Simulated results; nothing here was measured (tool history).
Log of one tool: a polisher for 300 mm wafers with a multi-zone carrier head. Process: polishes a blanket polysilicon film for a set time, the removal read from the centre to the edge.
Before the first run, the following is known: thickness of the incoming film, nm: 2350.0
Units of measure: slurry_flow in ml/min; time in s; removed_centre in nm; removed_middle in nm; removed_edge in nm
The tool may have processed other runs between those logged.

run  hour  slurry_flow  centre_zone  middle_zone  edge_zone  time  removed_centre  removed_middle  removed_edge
  1     0          130            1            1          1    48          338.94          340.66        348.25
  2   3.4          115            1            1          1    48          329.55          330.84        334.77
  3  11.1          130         1.03         0.99       1.02    49          358.17          341.62        351.24
  4  11.7          130         1.03         0.99       1.09    49          357.16          344.16        367.53
  5  19.9          150         1.03         0.99       1.09    49          364.84          351.64        371.09
  6  21.9          150         1.03         1.05       1.09    49           364.6          368.86        371.42
  7  22.8          155         1.05         1.03       1.11    50          390.61          366.03        385.24
  8  29.6          160         1.06         1.02       1.12    51          398.71          380.21        392.99
  9  35.5          160         1.08            1       1.13    52          414.62          380.07           405
 10  39.2          165          1.1         0.99       1.14    53          432.51          386.01        428.11
 11  42.1          170         1.12         0.98       1.13    53          441.34          381.98        420.12
 12  46.8          170         1.12         0.98       1.13    53          442.82          384.73        420.37

Run 13 is up next; what results do you expect?
 13  48.6          175         1.13         0.97       1.14    53               ?               ?             ?

removed_centre: 441.58 nm
removed_middle: 382.15 nm
removed_edge: 423.09 nm
